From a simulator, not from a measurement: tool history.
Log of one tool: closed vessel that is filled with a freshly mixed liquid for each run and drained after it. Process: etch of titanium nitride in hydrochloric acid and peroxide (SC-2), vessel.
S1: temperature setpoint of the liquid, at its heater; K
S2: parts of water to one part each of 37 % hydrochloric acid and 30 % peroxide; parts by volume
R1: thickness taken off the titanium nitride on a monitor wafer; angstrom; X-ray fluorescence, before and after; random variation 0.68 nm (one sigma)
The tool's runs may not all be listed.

{"run": 1, "hour": 0.0, "S1": 326.15, "S2": 6.5, "time in the liquid (s)": 1475, "R1": 511.01}
{"run": 2, "hour": 3.2, "S1": 326.15, "S2": 6.5, "time in the liquid (s)": 1475, "R1": 511.35}
{"run": 3, "hour": 11.7, "S1": 326.15, "S2": 8.5, "time in the liquid (s)": 1475, "R1": 415.41}
{"run": 4, "hour": 16.2, "S1": 328.15, "S2": 8.5, "time in the liquid (s)": 1475, "R1": 476.89}
{"run": 5, "hour": 23.2, "S1": 323.15, "S2": 8.5, "time in the liquid (s)": 1475, "R1": 336.7}
{"run": 6, "hour": 31.1, "S1": 320.15, "S2": 8.5, "time in the liquid (s)": 1475, "R1": 277.8}
{"run": 7, "hour": 34.9, "S1": 320.15, "S2": 8.5, "time in the liquid (s)": 1475, "R1": 280.45}

Run 8 comes next. What will it give?
{"run": 8, "hour": 40.7, "S1": 323.15, "S2": 8.5, "time in the liquid (s)": 1475, "R1": "?"}

{"run 8": {"R1": 337.27}}
